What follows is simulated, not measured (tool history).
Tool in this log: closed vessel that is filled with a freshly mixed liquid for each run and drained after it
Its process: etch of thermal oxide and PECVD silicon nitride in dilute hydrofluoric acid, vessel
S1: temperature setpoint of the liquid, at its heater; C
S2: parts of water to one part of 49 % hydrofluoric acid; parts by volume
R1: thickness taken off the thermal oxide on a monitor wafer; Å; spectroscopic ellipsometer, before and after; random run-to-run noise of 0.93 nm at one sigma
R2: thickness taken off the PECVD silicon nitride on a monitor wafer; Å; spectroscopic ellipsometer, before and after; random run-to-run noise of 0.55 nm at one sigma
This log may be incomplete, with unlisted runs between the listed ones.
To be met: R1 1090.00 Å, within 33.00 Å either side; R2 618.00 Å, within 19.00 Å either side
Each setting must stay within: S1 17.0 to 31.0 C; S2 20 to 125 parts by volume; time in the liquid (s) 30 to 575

Run 1, hour 0.0: S1 23.0 C, S2 70 parts by volume, time in the liquid (s) 295. Result: R1 187.92 Å, R2 107.73 Å.
Run 2, hour 1.4: S1 23.5 C, S2 60 parts by volume, time in the liquid (s) 335. Result: R1 260.11 Å, R2 147.99 Å.
Run 3, hour 9.0: S1 22.0 C, S2 60 parts by volume, time in the liquid (s) 335. Result: R1 246.62 Å, R2 132.32 Å.
Run 4, hour 15.0: S1 22.5 C, S2 55 parts by volume, time in the liquid (s) 365. Result: R1 296.69 Å, R2 164.49 Å.
Run 5, hour 17.3: S1 19.0 C, S2 55 parts by volume, time in the liquid (s) 365. Result: R1 256.23 Å, R2 127.81 Å.
Run 6, hour 26.2: S1 20.0 C, S2 50 parts by volume, time in the liquid (s) 390. Result: R1 318.89 Å, R2 163.90 Å.
Run 7, hour 28.1: S1 21.0 C, S2 45 parts by volume, time in the liquid (s) 415. Result: R1 394.31 Å, R2 203.94 Å.
Run 8, hour 34.7: S1 22.0 C, S2 40 parts by volume, time in the liquid (s) 430. Result: R1 481.24 Å, R2 253.65 Å.
Run 9, hour 43.4: S1 23.0 C, S2 35 parts by volume, time in the liquid (s) 440. Result: R1 589.99 Å, R2 319.96 Å.
Run 10, hour 43.9: S1 27.0 C, S2 20 parts by volume, time in the liquid (s) 490. Result: R1 1408.00 Å, R2 801.37 Å.
Run 11, hour 51.1: S1 26.5 C, S2 20 parts by volume, time in the liquid (s) 490. Result: R1 1376.00 Å, R2 775.54 Å.
Run 12, hour 54.6: S1 25.5 C, S2 25 parts by volume, time in the liquid (s) 495. Result: R1 1043.40 Å, R2 580.39 Å.

Consider the 4 candidate settings below. Which is the only one whose results all fall within their allowed miss of target?
Run A, hour 58.1: S1 22.5 C, S2 20 parts by volume, time in the liquid (s) 470. Result: R1 ?, R2 ?.
Run B, hour 58.1: S1 26.0 C, S2 25 parts by volume, time in the liquid (s) 510. Result: R1 ?, R2 ?.
Run C, hour 58.1: S1 22.5 C, S2 20 parts by volume, time in the liquid (s) 445. Result: R1 ?, R2 ?.
Run D, hour 58.1: S1 20.0 C, S2 20 parts by volume, time in the liquid (s) 525. Result: R1 ?, R2 ?.

move       R1      R2
   A  1104.00  562.94
   B  1102.80  626.69
   C  1045.30  532.99
   D  1107.30  528.06
A: the biggest miss grows against the last run
B: each result inside its tolerance
C: the biggest miss grows against the last run
D: the biggest miss grows against the last run
Go with B: it meets all targets.

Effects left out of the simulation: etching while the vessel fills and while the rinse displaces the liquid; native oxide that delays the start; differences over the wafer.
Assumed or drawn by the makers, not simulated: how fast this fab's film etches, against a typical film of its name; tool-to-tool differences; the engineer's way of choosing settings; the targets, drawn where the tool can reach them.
